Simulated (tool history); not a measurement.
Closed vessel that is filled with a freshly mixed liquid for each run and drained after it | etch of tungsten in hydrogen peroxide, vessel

run	hour	temperature setpoint of the liquid (C)	concentration of hydrogen peroxide in the mixed liquid (% by weight)	time in the liquid (s)	thickness taken off the tungsten on a monitor wafer (Å)
1	0	56	21	30	436.59
2	5.9	50.5	21	30	314.71
3	14.9	50.5	23	30	330.3
4	19.5	48.5	23	30	295.7
5	22.6	55	23	30	433.79
6	24.3	51.5	23	30	355.35
7	26.6	49	23	30	300.37
8	34.1	47.5	23	30	275.77

Forecast run 9:
9	37.1	43.5	23	30	?

{"run 9": {"thickness taken off the tungsten on a monitor wafer (Å)": 211.45}}

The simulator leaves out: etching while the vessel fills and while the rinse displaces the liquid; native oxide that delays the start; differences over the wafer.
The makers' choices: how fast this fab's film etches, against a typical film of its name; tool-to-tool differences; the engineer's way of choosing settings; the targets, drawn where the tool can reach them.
